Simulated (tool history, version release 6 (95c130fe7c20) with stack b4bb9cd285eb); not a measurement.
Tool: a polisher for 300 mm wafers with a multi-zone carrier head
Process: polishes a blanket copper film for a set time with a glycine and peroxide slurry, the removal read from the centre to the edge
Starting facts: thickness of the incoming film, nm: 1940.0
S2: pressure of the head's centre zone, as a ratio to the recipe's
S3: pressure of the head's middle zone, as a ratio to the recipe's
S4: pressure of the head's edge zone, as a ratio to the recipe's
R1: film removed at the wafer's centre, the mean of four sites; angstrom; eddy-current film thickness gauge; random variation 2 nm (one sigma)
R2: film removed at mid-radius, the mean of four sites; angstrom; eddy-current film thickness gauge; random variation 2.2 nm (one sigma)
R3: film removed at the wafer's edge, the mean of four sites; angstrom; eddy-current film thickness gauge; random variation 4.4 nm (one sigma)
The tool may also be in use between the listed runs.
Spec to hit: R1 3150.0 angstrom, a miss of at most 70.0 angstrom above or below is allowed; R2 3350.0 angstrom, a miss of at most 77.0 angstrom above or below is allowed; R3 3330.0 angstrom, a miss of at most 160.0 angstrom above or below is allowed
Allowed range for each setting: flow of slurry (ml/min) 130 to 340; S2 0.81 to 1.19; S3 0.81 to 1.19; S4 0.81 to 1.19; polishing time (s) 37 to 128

Run 1, hour 0.0: flow of slurry (ml/min) 220, S2 1.00, S3 1.00, S4 1.00, polishing time (s) 82. Result: R1 2477.1 angstrom, R2 2513.7 angstrom, R3 2363.7 angstrom.
Run 2, hour 0.8: flow of slurry (ml/min) 225, S2 1.00, S3 1.01, S4 1.04, polishing time (s) 86. Result: R1 2606.0 angstrom, R2 2660.3 angstrom, R3 2554.4 angstrom.
Run 3, hour 9.8: flow of slurry (ml/min) 275, S2 1.00, S3 1.01, S4 1.04, polishing time (s) 86. Result: R1 2695.9 angstrom, R2 2700.4 angstrom, R3 2575.1 angstrom.
Run 4, hour 13.4: flow of slurry (ml/min) 275, S2 1.00, S3 1.09, S4 1.04, polishing time (s) 86. Result: R1 2687.2 angstrom, R2 2911.3 angstrom, R3 2586.2 angstrom.
Run 5, hour 14.5: flow of slurry (ml/min) 265, S2 1.00, S3 1.09, S4 1.07, polishing time (s) 89. Result: R1 2762.6 angstrom, R2 3005.9 angstrom, R3 2729.6 angstrom.
Run 6, hour 23.3: flow of slurry (ml/min) 260, S2 1.01, S3 1.09, S4 1.10, polishing time (s) 91. Result: R1 2852.5 angstrom, R2 3054.0 angstrom, R3 2775.2 angstrom.
Run 7, hour 28.9: flow of slurry (ml/min) 260, S2 1.00, S3 1.08, S4 1.12, polishing time (s) 94. Result: R1 2916.0 angstrom, R2 3093.9 angstrom, R3 2933.0 angstrom.
Run 8, hour 32.3: flow of slurry (ml/min) 265, S2 1.00, S3 1.08, S4 1.14, polishing time (s) 96. Result: R1 2992.2 angstrom, R2 3208.0 angstrom, R3 3006.5 angstrom.
Run 9, hour 39.8: flow of slurry (ml/min) 265, S2 0.99, S3 1.07, S4 1.15, polishing time (s) 98. Result: R1 3019.4 angstrom, R2 3218.9 angstrom, R3 3080.5 angstrom.
Run 10, hour 43.2: flow of slurry (ml/min) 265, S2 0.99, S3 1.07, S4 1.15, polishing time (s) 98. Result: R1 3015.4 angstrom, R2 3239.3 angstrom, R3 3087.9 angstrom.
Run 11, hour 48.0: flow of slurry (ml/min) 270, S2 0.99, S3 1.06, S4 1.16, polishing time (s) 99. Result: R1 3094.6 angstrom, R2 3259.0 angstrom, R3 3158.3 angstrom.
Run 12, hour 52.5: flow of slurry (ml/min) 270, S2 0.98, S3 1.06, S4 1.17, polishing time (s) 100. Result: R1 3094.2 angstrom, R2 3312.3 angstrom, R3 3149.4 angstrom.
Run 13, hour 55.4: flow of slurry (ml/min) 255, S2 0.98, S3 1.06, S4 1.17, polishing time (s) 101. Result: R1 3035.6 angstrom, R2 3301.6 angstrom, R3 3175.6 angstrom.

Next run, 5 choices. One meets every target within its allowed miss, the rest don't. Which?
Run A, hour 58.3: flow of slurry (ml/min) 265, S2 0.98, S3 1.11, S4 1.14, polishing time (s) 96. Result: R1 ?, R2 ?, R3 ?.
Run B, hour 58.3: flow of slurry (ml/min) 215, S2 0.98, S3 1.05, S4 1.18, polishing time (s) 106. Result: R1 ?, R2 ?, R3 ?.
Run C, hour 58.3: flow of slurry (ml/min) 205, S2 0.87, S3 1.03, S4 1.17, polishing time (s) 116. Result: R1 ?, R2 ?, R3 ?.
Run D, hour 58.3: flow of slurry (ml/min) 330, S2 0.94, S3 1.05, S4 1.05, polishing time (s) 108. Result: R1 ?, R2 ?, R3 ?.
Run E, hour 58.3: flow of slurry (ml/min) 275, S2 1.03, S3 1.10, S4 1.10, polishing time (s) 99. Result: R1 ?, R2 ?, R3 ?.

move      R1      R2      R3
   A  2943.0  3248.3  2965.1
   B  3154.9  3347.4  3268.8
   C  3165.1  3586.8  3544.5
   D  3297.7  3580.4  3260.5
   E  3154.1  3339.7  3013.7
A: further off than the last run
B: every result within its allowed miss
C: corrects the largest miss of the last run, while another result sits out of spec
D: the result that was furthest off in the last run now lies on the other side of its target
E: corrects the largest miss of the last run, while another result sits out of spec
Move B is the one to make.

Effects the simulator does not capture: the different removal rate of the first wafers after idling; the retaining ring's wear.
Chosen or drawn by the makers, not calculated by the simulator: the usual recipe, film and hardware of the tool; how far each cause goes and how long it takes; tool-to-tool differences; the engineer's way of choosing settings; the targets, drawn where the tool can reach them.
